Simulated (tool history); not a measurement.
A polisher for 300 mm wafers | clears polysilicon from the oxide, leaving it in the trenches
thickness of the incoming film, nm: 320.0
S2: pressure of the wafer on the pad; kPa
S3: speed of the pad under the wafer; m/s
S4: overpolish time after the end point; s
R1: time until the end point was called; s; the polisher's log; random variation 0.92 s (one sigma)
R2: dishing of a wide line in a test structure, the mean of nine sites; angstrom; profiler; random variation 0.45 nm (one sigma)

run 1 hour=0.0 | flow_of_slurry_(ml/min)=200 S2=11.7 S3=1.24 S4=18 | R1=23.945 R2=610.30
run 2 hour=1.8 | flow_of_slurry_(ml/min)=200 S2=11.7 S3=1.24 S4=11 | R1=24.566 R2=548.90
run 3 hour=2.3 | flow_of_slurry_(ml/min)=200 S2=10.3 S3=1.16 S4=10 | R1=29.768 R2=500.01
run 4 hour=3.5 | flow_of_slurry_(ml/min)=200 S2=9.0 S3=1.12 S4=11 | R1=35.593 R2=475.34
run 5 hour=12.0 | flow_of_slurry_(ml/min)=200 S2=9.0 S3=1.12 S4=14 | R1=36.006 R2=540.32
run 6 hour=14.9 | flow_of_slurry_(ml/min)=200 S2=11.0 S3=1.12 S4=14 | R1=27.772 R2=552.13
run 7 hour=17.2 | flow_of_slurry_(ml/min)=200 S2=11.0 S3=1.12 S4=14 | R1=28.294 R2=558.01
run 8 hour=24.0 | flow_of_slurry_(ml/min)=200 S2=9.7 S3=1.10 S4=13 | R1=32.931 R2=521.45

Run 9 comes next. What will it give?
run 9 hour=32.3 | flow_of_slurry_(ml/min)=200 S2=9.0 S3=1.08 S4=12 | R1=? R2=?

R1: 37.333 s
R2: 501.21 angstrom

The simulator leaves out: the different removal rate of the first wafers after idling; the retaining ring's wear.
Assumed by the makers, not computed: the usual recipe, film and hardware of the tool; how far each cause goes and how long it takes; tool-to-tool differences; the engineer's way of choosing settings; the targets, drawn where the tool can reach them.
